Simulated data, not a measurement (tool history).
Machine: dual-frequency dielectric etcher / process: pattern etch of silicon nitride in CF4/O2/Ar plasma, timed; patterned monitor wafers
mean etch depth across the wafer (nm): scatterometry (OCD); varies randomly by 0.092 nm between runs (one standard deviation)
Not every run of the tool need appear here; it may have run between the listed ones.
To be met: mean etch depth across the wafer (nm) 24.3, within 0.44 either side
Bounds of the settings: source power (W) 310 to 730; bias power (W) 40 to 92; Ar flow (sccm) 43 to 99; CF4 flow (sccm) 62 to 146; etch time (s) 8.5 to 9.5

run,hour,source power (W),bias power (W),Ar flow (sccm),CF4 flow (sccm),etch time (s),mean etch depth across the wafer (nm)
1,0,520,66,71,104,9.5,19.047
2,4.3,550,66,71,104,9.5,20.189
3,12.6,570,66,71,104,9.5,20.805
4,14.2,590,66,71,104,9.5,21.356
5,20.2,600,66,71,104,9.5,21.767
6,24.4,610,66,71,104,9.5,22.267
7,26.1,620,66,71,104,9.5,22.359
8,34.6,630,66,71,104,9.5,22.786
9,41.2,630,66,71,104,9.5,22.599
10,46,640,66,71,104,9.5,23.051
11,51.9,650,66,71,104,9.5,23.355

Next run, 4 choices. One meets every target within its allowed miss, the rest don't. Which?
A,57.8,700,65,79,106,9,?
B,57.8,660,71,67,97,9.5,?
C,57.8,700,65,62,88,8.5,?
D,57.8,720,66,69,130,8.5,?

move,mean etch depth across the wafer (nm)
A,23.166
B,24.2
C,22.098
D,23.381
A: moves away from the targets compared with the last run
B: hits every target within its allowed miss
C: moves away from the targets compared with the last run
D: no better and no worse than the last run
The move that meets every target is B.
